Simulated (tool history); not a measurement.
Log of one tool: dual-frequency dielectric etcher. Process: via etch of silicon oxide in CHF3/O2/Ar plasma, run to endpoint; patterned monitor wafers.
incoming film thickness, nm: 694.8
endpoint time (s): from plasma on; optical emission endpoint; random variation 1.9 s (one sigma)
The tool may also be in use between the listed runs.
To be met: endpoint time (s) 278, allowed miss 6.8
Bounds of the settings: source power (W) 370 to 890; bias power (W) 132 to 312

run  hour  source power (W)  bias power (W)  endpoint time (s)
  1     0               630             222             333.98
  2     5               700             233             318.49
  3  11.9               700             247             302.39
  4  14.4               700             268             297.33
  5  21.3               730             271             290.47
  6  23.3               730             241             306.35
  7    26               770             247             296.43
  8  27.8               800             250             289.71
  9  31.5               820             252             288.06

Which of these 5 next moves meets every target?
  A  35.2               850             195                  ?
  B  35.2               790             238                  ?
  C  35.2               710             250                  ?
  D  35.2               860             260                  ?
  E  35.2               800             235                  ?

move  endpoint time (s)
   A             309.01
   B             294.99
   C             302.14
   D             275.52
   E             294.94
A: further off than the last run
B: further off than the last run
C: further off than the last run
D: meets every target
E: further off than the last run
Answer: D

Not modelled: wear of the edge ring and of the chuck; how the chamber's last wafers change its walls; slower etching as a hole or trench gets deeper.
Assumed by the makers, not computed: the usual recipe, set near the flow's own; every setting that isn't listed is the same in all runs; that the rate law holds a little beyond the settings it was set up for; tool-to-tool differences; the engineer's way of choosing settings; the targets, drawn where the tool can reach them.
